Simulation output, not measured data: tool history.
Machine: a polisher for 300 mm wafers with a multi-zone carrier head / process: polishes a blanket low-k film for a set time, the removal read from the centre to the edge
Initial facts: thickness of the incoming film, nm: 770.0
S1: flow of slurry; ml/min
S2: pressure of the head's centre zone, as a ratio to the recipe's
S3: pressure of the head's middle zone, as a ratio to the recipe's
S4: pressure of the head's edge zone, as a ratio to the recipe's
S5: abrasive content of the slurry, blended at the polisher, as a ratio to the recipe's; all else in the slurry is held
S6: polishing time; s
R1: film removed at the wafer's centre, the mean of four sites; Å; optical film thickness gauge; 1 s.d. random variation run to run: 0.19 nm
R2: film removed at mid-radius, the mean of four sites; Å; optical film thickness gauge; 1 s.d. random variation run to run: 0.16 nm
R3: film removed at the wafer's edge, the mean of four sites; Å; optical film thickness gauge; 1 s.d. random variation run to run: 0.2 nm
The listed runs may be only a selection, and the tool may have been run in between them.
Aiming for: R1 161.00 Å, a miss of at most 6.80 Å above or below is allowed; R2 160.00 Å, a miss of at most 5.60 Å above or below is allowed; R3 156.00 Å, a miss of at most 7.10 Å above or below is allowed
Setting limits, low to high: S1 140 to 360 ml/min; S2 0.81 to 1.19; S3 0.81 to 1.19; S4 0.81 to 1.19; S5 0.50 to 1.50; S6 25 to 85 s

| run | day | S1 | S2 | S3 | S4 | S5 | S6 | R1 | R2 | R3 |
|---|---|---|---|---|---|---|---|---|---|---|
| 1 | 0.000 | 230 | 1.00 | 1.00 | 1.00 | 1.00 | 55 | 207.53 | 211.09 | 210.60 |
| 2 | 0.296 | 230 | 1.00 | 1.00 | 1.00 | 0.90 | 55 | 200.50 | 201.74 | 201.02 |
| 3 | 0.371 | 230 | 0.98 | 0.98 | 0.96 | 0.75 | 55 | 186.40 | 184.30 | 186.17 |
| 4 | 0.517 | 225 | 0.97 | 0.98 | 0.93 | 0.65 | 55 | 177.31 | 176.99 | 173.51 |
| 5 | 0.733 | 220 | 0.96 | 0.97 | 0.91 | 0.60 | 55 | 171.77 | 166.58 | 171.47 |
| 6 | 0.912 | 245 | 0.96 | 0.97 | 0.91 | 0.60 | 55 | 172.45 | 173.29 | 169.59 |
| 7 | 1.212 | 240 | 0.96 | 0.97 | 0.89 | 0.55 | 55 | 166.43 | 164.70 | 164.83 |
| 8 | 1.567 | 240 | 0.96 | 0.98 | 0.88 | 0.55 | 55 | 164.09 | 169.45 | 162.64 |
| 9 | 1.671 | 235 | 0.96 | 0.97 | 0.87 | 0.55 | 55 | 168.86 | 168.45 | 156.64 |

Of the 5 settings listed for the next run, only one would bring every result within its allowed miss of target. Which one?
| A | 1.775 | 255 | 1.03 | 0.92 | 0.83 | 0.60 | 53 | ? | ? | ? |
| B | 1.775 | 240 | 0.96 | 1.06 | 0.81 | 0.70 | 49 | ? | ? | ? |
| C | 1.775 | 250 | 0.96 | 1.03 | 0.87 | 0.50 | 57 | ? | ? | ? |
| D | 1.775 | 200 | 0.99 | 0.95 | 0.88 | 0.55 | 56 | ? | ? | ? |
| E | 1.775 | 235 | 0.94 | 0.96 | 0.86 | 0.55 | 53 | ? | ? | ? |

| move | R1 | R2 | R3 |
|---|---|---|---|
| A | 179.18 | 160.05 | 157.33 |
| B | 163.77 | 173.85 | 150.53 |
| C | 171.29 | 177.53 | 162.37 |
| D | 173.31 | 164.54 | 162.73 |
| E | 160.34 | 159.77 | 154.33 |
A: corrects the largest miss of the last run, while another result sits out of spec
B: lands further from the targets than the last run did
C: lands further from the targets than the last run did
D: corrects the largest miss of the last run, while another result sits out of spec
E: each result inside its tolerance
Answer: E
